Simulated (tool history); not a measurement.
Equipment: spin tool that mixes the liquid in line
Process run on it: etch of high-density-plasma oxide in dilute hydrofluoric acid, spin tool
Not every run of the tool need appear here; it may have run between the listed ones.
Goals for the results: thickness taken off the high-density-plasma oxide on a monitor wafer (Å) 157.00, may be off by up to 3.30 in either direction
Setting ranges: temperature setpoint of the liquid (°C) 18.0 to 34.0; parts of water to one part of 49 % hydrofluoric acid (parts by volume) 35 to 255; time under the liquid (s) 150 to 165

run	hour	temperature setpoint of the liquid (°C)	parts of water to one part of 49 % hydrofluoric acid (parts by volume)	time under the liquid (s)	thickness taken off the high-density-plasma oxide on a monitor wafer (Å)
1	0.0	26.0	145	150	100.02
2	4.3	28.0	140	150	112.16
3	8.1	29.5	135	150	125.46
4	8.9	30.5	135	150	128.92
5	10.9	30.5	135	165	141.84
6	18.4	30.5	175	165	103.95
7	24.0	31.5	165	165	115.97
8	32.0	32.0	155	165	127.24
9	39.2	32.5	150	165	134.81
10	42.2	33.0	145	165	143.01
11	48.3	33.5	145	165	145.90

4 next moves are on the table. One of them brings every result within its allowed miss. Which?
A	54.4	33.5	140	150	?
B	54.4	34.0	140	155	?
C	54.4	32.5	125	155	?
D	54.4	30.0	130	160	?

move	thickness taken off the high-density-plasma oxide on a monitor wafer (Å)
A	136.95
B	144.01
C	156.32
D	140.76
A: moves away from the targets compared with the last run
B: moves away from the targets compared with the last run
C: all results in spec
D: moves away from the targets compared with the last run
The right move is C.
